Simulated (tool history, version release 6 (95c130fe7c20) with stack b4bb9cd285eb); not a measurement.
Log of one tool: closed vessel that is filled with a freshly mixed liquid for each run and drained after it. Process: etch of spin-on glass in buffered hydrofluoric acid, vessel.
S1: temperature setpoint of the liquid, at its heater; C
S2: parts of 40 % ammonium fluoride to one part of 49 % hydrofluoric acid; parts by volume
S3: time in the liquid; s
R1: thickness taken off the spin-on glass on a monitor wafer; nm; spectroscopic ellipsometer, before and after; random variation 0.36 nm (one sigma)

{"run": 1, "day": 0.0, "S1": 24, "S2": 21.5, "S3": 35, "R1": 45.235}
{"run": 2, "day": 0.1, "S1": 24, "S2": 21.5, "S3": 30, "R1": 39.175}
{"run": 3, "day": 0.229, "S1": 24, "S2": 26.5, "S3": 30, "R1": 33.573}
{"run": 4, "day": 0.275, "S1": 27.5, "S2": 26.5, "S3": 30, "R1": 40.571}
{"run": 5, "day": 0.6, "S1": 24, "S2": 26.5, "S3": 30, "R1": 33.768}
{"run": 6, "day": 0.921, "S1": 26, "S2": 25.5, "S3": 30, "R1": 38.56}
{"run": 7, "day": 1.212, "S1": 27.5, "S2": 25, "S3": 30, "R1": 42.536}
{"run": 8, "day": 1.579, "S1": 28.5, "S2": 24.5, "S3": 30, "R1": 45.068}
{"run": 9, "day": 1.942, "S1": 29.5, "S2": 24, "S3": 30, "R1": 49.32}

Forecast run 10:
{"run": 10, "day": 2.046, "S1": 30, "S2": 24, "S3": 30, "R1": "?"}

R1: 49.982 nm
